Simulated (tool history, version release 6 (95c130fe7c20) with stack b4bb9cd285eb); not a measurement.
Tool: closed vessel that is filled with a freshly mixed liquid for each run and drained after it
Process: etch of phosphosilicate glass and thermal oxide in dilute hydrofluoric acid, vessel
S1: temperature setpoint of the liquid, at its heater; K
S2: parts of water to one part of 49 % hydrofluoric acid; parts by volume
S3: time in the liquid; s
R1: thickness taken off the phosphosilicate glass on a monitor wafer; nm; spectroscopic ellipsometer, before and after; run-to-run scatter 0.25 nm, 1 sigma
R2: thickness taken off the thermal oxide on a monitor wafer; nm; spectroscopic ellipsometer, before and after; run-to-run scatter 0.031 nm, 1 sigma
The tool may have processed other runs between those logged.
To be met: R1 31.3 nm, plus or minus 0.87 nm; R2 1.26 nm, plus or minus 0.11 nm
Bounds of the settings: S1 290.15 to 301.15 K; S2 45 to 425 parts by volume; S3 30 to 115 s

| run | hour | S1 | S2 | S3 | R1 | R2 |
|---|---|---|---|---|---|---|
| 1 | 0 | 293.15 | 235 | 60 | 24.292 | 0.99413 |
| 2 | 7.2 | 293.15 | 320 | 60 | 16.261 | 0.66985 |
| 3 | 8.2 | 293.15 | 255 | 60 | 21.956 | 0.88525 |
| 4 | 13.7 | 293.15 | 255 | 70 | 25.562 | 1.0614 |
| 5 | 20.6 | 293.15 | 255 | 55 | 19.674 | 0.81241 |
| 6 | 27 | 293.15 | 215 | 55 | 24.476 | 1.0216 |
| 7 | 33.7 | 294.15 | 215 | 55 | 25.403 | 1.0941 |
| 8 | 38.9 | 294.15 | 210 | 55 | 26.394 | 1.0343 |
| 9 | 47.4 | 294.15 | 205 | 55 | 27.154 | 1.158 |
| 10 | 50.4 | 294.65 | 195 | 55 | 29.349 | 1.1801 |

Which single option among these 4 for the next run brings every result within its allowed miss of target? Just one does.
| A | 53.4 | 298.65 | 235 | 60 | ? | ? |
| B | 53.4 | 299.65 | 265 | 65 | ? | ? |
| C | 53.4 | 299.15 | 180 | 45 | ? | ? |
| D | 53.4 | 290.65 | 250 | 80 | ? | ? |

| move | R1 | R2 |
|---|---|---|
| A | 29.572 | 1.1842 |
| B | 28.495 | 1.1411 |
| C | 31.338 | 1.255 |
| D | 27.158 | 1.0875 |
A: nearer the targets than the last run, but a result is still out of spec
B: further off than the last run
C: each result inside its tolerance
D: further off than the last run
The move that meets every target is C.

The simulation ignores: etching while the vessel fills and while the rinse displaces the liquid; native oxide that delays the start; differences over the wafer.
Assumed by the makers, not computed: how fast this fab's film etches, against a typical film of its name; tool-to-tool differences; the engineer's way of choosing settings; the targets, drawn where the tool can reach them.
